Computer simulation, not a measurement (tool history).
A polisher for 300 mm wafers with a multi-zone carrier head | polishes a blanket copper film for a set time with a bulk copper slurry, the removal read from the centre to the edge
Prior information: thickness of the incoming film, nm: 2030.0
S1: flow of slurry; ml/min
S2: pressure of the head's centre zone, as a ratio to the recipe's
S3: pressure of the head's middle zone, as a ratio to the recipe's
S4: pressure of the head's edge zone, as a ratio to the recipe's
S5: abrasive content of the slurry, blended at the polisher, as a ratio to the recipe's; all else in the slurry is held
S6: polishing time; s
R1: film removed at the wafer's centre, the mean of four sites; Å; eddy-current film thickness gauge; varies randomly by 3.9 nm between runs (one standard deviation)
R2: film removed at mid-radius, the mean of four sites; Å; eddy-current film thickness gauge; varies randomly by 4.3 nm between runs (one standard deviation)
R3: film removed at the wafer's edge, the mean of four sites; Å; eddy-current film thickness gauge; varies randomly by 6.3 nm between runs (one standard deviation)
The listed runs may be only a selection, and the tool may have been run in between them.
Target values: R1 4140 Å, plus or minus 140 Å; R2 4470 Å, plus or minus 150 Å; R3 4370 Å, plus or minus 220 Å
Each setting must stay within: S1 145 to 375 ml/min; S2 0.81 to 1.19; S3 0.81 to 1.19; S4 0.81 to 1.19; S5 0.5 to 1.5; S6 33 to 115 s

run 1 day=0 | S1=240 S2=1 S3=1 S4=1 S5=1 S6=73 | R1=5632.8 R2=5575 R3=5550.3
run 2 day=0.083 | S1=235 S2=0.97 S3=0.99 S4=0.97 S5=0.9 S6=72 | R1=5223.5 R2=5092.1 R3=5259.1
run 3 day=0.3 | S1=270 S2=0.97 S3=0.99 S4=0.97 S5=0.9 S6=72 | R1=5340.4 R2=5310.5 R3=5249.4
run 4 day=0.517 | S1=270 S2=0.97 S3=0.9 S4=0.97 S5=0.9 S6=72 | R1=5315.5 R2=4896.4 R3=5245.1
run 5 day=0.875 | S1=270 S2=0.97 S3=0.9 S4=0.97 S5=0.9 S6=79 | R1=5907 R2=5364.3 R3=5797.9
run 6 day=1.183 | S1=270 S2=0.97 S3=0.99 S4=0.97 S5=0.9 S6=79 | R1=5914.1 R2=5868.5 R3=5705.2
run 7 day=1.558 | S1=270 S2=0.94 S3=0.99 S4=0.95 S5=0.8 S6=77 | R1=5320.3 R2=5576.9 R3=5522.6
run 8 day=1.75 | S1=290 S2=0.93 S3=0.98 S4=0.93 S5=0.75 S6=75 | R1=5173.8 R2=5262.8 R3=5220.5
run 9 day=2.075 | S1=300 S2=0.91 S3=0.98 S4=0.91 S5=0.7 S6=74 | R1=4940.4 R2=5201 R3=4956.4

Consider the 5 candidate settings below. Which is the only one whose results all fall within their allowed miss of target?
run A day=2.4 | S1=300 S2=0.99 S3=0.95 S4=0.82 S5=0.55 S6=63 | R1=? R2=? R3=?
run B day=2.4 | S1=300 S2=0.9 S3=1 S4=0.96 S5=0.6 S6=64 | R1=? R2=? R3=?
run C day=2.4 | S1=335 S2=0.95 S3=0.99 S4=0.93 S5=0.7 S6=63 | R1=? R2=? R3=?
run D day=2.4 | S1=265 S2=0.84 S3=0.91 S4=0.95 S5=0.6 S6=71 | R1=? R2=? R3=?
run E day=2.4 | S1=290 S2=0.94 S3=1.05 S4=0.9 S5=0.6 S6=67 | R1=? R2=? R3=?

move=A R1=4348 R2=4090.2 R3=3938.2
move=B R1=4082.7 R2=4414 R3=4369.6
move=C R1=4428.1 R2=4489.4 R3=4406.4
move=D R1=4158.4 R2=4464.7 R3=4779.3
move=E R1=4449.7 R2=4798.3 R3=4424
A: closes in on the targets versus the last run, not all within tolerance yet
B: meets every target
C: closes in on the targets versus the last run, not all within tolerance yet
D: the furthest-off result lands on target, but another misses its tolerance
E: closes in on the targets versus the last run, not all within tolerance yet
B meets every target.
